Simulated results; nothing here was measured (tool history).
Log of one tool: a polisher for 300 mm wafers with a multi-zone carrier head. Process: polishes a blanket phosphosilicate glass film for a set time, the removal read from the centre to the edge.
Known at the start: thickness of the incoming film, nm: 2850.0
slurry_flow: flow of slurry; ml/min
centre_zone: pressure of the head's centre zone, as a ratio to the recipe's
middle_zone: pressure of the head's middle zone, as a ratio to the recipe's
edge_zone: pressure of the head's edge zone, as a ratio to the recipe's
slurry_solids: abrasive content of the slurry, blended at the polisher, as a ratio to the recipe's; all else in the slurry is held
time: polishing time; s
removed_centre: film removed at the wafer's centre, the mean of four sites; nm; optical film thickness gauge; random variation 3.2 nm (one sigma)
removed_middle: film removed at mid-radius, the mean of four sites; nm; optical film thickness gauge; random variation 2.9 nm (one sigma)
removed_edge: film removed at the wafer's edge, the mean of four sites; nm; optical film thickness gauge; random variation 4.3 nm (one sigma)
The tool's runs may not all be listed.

Run 1, hour 0.0: slurry_flow 290 ml/min, centre_zone 1.00, middle_zone 1.00, edge_zone 1.00, slurry_solids 1.00, time 46 s. Result: removed_centre 391.74 nm, removed_middle 396.99 nm, removed_edge 380.54 nm.
Run 2, hour 5.5: slurry_flow 290 ml/min, centre_zone 1.00, middle_zone 1.00, edge_zone 1.04, slurry_solids 1.00, time 46 s. Result: removed_centre 389.57 nm, removed_middle 395.57 nm, removed_edge 388.98 nm.
Run 3, hour 9.3: slurry_flow 300 ml/min, centre_zone 0.99, middle_zone 1.02, edge_zone 1.06, slurry_solids 1.00, time 46 s. Result: removed_centre 380.53 nm, removed_middle 400.27 nm, removed_edge 389.57 nm.
Run 4, hour 12.4: slurry_flow 300 ml/min, centre_zone 0.99, middle_zone 1.03, edge_zone 1.08, slurry_solids 1.05, time 46 s. Result: removed_centre 404.54 nm, removed_middle 417.88 nm, removed_edge 410.78 nm.
Run 5, hour 20.0: slurry_flow 300 ml/min, centre_zone 0.98, middle_zone 1.04, edge_zone 1.09, slurry_solids 1.05, time 46 s. Result: removed_centre 391.07 nm, removed_middle 419.54 nm, removed_edge 403.57 nm.
Run 6, hour 29.0: slurry_flow 300 ml/min, centre_zone 0.98, middle_zone 1.04, edge_zone 1.09, slurry_solids 1.05, time 42 s. Result: removed_centre 361.32 nm, removed_middle 386.39 nm, removed_edge 377.33 nm.
Run 7, hour 32.7: slurry_flow 305 ml/min, centre_zone 0.97, middle_zone 1.05, edge_zone 1.11, slurry_solids 1.10, time 42 s. Result: removed_centre 366.48 nm, removed_middle 396.32 nm, removed_edge 390.96 nm.
Run 8, hour 35.5: slurry_flow 310 ml/min, centre_zone 0.97, middle_zone 1.07, edge_zone 1.13, slurry_solids 1.10, time 42 s. Result: removed_centre 365.66 nm, removed_middle 401.57 nm, removed_edge 390.48 nm.
Run 9, hour 43.6: slurry_flow 310 ml/min, centre_zone 0.97, middle_zone 1.08, edge_zone 1.14, slurry_solids 1.15, time 42 s. Result: removed_centre 373.14 nm, removed_middle 410.70 nm, removed_edge 390.10 nm.

Forecast run 10:
Run 10, hour 48.5: slurry_flow 315 ml/min, centre_zone 0.96, middle_zone 1.08, edge_zone 1.15, slurry_solids 1.20, time 42 s. Result: removed_centre ?, removed_middle ?, removed_edge ?.

removed_centre: 376.11 nm
removed_middle: 418.93 nm
removed_edge: 411.19 nm
